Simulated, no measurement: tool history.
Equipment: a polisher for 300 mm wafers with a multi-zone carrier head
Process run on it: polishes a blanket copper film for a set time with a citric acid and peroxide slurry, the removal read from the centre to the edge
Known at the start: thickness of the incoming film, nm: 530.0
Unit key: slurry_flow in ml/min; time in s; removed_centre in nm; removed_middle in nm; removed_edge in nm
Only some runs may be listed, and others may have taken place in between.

Run 1, hour 0.0: slurry_flow 180 ml/min, centre_zone 1.00, middle_zone 1.00, edge_zone 1.00, slurry_solids 1.00, time 76 s. Result: removed_centre 223.83 nm, removed_middle 219.51 nm, removed_edge 215.21 nm.
Run 2, hour 2.2: slurry_flow 185 ml/min, centre_zone 1.01, middle_zone 0.99, edge_zone 1.02, slurry_solids 1.05, time 77 s. Result: removed_centre 234.21 nm, removed_middle 224.10 nm, removed_edge 224.36 nm.
Run 3, hour 7.3: slurry_flow 190 ml/min, centre_zone 1.02, middle_zone 0.98, edge_zone 1.04, slurry_solids 1.10, time 78 s. Result: removed_centre 245.02 nm, removed_middle 230.24 nm, removed_edge 234.67 nm.
Run 4, hour 12.1: slurry_flow 195 ml/min, centre_zone 1.03, middle_zone 0.97, edge_zone 1.06, slurry_solids 1.15, time 78 s. Result: removed_centre 247.43 nm, removed_middle 230.22 nm, removed_edge 242.30 nm.
Run 5, hour 15.2: slurry_flow 200 ml/min, centre_zone 1.05, middle_zone 0.97, edge_zone 1.07, slurry_solids 1.20, time 78 s. Result: removed_centre 254.47 nm, removed_middle 233.02 nm, removed_edge 242.94 nm.
Run 6, hour 23.0: slurry_flow 200 ml/min, centre_zone 1.05, middle_zone 0.97, edge_zone 1.11, slurry_solids 1.20, time 78 s. Result: removed_centre 253.84 nm, removed_middle 232.82 nm, removed_edge 249.55 nm.
Run 7, hour 27.3: slurry_flow 205 ml/min, centre_zone 1.06, middle_zone 0.96, edge_zone 1.12, slurry_solids 1.25, time 79 s. Result: removed_centre 265.46 nm, removed_middle 235.74 nm, removed_edge 253.71 nm.

Run 8 is up next; what results do you expect?
Run 8, hour 29.0: slurry_flow 210 ml/min, centre_zone 1.06, middle_zone 0.95, edge_zone 1.13, slurry_solids 1.30, time 80 s. Result: removed_centre ?, removed_middle ?, removed_edge ?.

removed_centre: 270.33 nm
removed_middle: 242.05 nm
removed_edge: 264.50 nm
